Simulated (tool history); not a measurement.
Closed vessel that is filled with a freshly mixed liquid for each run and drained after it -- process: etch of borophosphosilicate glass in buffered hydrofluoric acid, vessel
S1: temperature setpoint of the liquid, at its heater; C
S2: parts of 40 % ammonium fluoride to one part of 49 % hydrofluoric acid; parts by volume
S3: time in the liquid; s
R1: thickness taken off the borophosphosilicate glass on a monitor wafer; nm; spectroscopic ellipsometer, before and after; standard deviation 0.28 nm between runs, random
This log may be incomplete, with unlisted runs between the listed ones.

| run | hour | S1 | S2 | S3 | R1 |
|---|---|---|---|---|---|
| 1 | 0 | 22 | 18.5 | 30 | 20.103 |
| 2 | 8.2 | 24 | 16.5 | 30 | 25.116 |
| 3 | 11.3 | 25.5 | 15.5 | 30 | 28.734 |
| 4 | 12.8 | 25.5 | 21 | 30 | 21.904 |
| 5 | 18.7 | 28 | 21 | 30 | 25.003 |
| 6 | 23.9 | 24.5 | 21 | 30 | 20.527 |

Forecast run 7:
| 7 | 31.8 | 26 | 18.5 | 30 | ? |

Run 7 produced R1 25.061 nm.

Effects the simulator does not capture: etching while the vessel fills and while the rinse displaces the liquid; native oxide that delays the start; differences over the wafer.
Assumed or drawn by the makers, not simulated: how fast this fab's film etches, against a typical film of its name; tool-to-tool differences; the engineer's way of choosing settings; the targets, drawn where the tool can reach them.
